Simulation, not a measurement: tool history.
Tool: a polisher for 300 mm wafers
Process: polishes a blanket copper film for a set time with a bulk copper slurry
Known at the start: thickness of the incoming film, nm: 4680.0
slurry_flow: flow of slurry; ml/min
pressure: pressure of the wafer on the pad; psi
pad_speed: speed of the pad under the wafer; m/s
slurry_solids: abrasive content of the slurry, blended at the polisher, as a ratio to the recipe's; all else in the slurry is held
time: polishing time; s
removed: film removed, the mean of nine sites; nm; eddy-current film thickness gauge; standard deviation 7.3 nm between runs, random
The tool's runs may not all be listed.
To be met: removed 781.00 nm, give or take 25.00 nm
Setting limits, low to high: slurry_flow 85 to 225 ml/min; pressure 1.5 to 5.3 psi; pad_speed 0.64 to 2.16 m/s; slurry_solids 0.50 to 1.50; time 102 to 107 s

run,hour,slurry_flow,pressure,pad_speed,slurry_solids,time,removed
1,0.0,145,3.4,1.40,1.00,102,1778.40
2,4.3,140,3.0,1.34,1.00,102,1493.90
3,5.7,140,3.8,1.34,1.00,102,1897.20
4,8.1,135,3.3,1.28,1.00,102,1573.80
5,14.3,100,3.3,1.28,1.00,102,1447.70
6,18.2,100,2.9,1.26,1.00,102,1249.80
# hour 26.9: head pressure recalibrated
7,26.9,95,1.9,1.22,1.00,102,875.36
8,35.7,90,1.5,1.22,1.00,102,678.97
9,40.4,100,1.5,1.22,1.00,102,707.28
10,41.0,105,1.5,1.22,1.00,102,730.55
11,44.5,110,1.5,1.22,1.00,102,725.43
12,52.5,110,1.5,1.22,1.00,102,748.87
13,55.1,115,1.5,1.22,1.00,102,725.61
14,63.1,120,1.5,1.22,1.00,102,760.36

Next run, 4 choices. One meets every target within its allowed miss, the rest don't. Which?
A,71.1,140,1.8,0.98,1.00,107,?
B,71.1,95,2.1,1.02,0.90,106,?
C,71.1,125,1.5,1.14,1.05,102,?
D,71.1,120,1.6,1.00,1.00,106,?

move,removed
A,792.28
B,836.32
C,724.74
D,691.79
A: in spec on every target
B: the result that was furthest off in the last run now lies on the other side of its target
C: misses by more than the last run did
D: misses by more than the last run did
Correct choice: A, which meets every target
